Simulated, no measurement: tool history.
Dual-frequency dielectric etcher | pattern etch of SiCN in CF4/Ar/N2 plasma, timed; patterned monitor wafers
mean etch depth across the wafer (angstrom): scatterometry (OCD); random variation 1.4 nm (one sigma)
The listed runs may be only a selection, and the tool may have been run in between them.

run,hour,source power (W),bias power (W),Ar flow (sccm),CF4 flow (sccm),etch time (s),mean etch depth across the wafer (angstrom)
1,0.0,570,56,120,78,218.5,1943.5
2,1.7,570,56,120,78,227.5,2009.2
3,7.5,570,56,120,64,227.5,1954.6
4,14.5,580,56,120,64,227.5,1978.8
5,16.9,530,56,120,64,227.5,1872.0
6,23.1,550,56,120,64,227.5,1906.1
7,24.8,570,56,120,64,227.5,1945.2
# hour 27.9: wet clean of the chamber
8,27.9,590,56,120,64,227.5,1909.8

What will run 9 give?
9,33.0,590,59,117,65,227.5,?

{"run 9": {"mean etch depth across the wafer (angstrom)": 1940.8}}
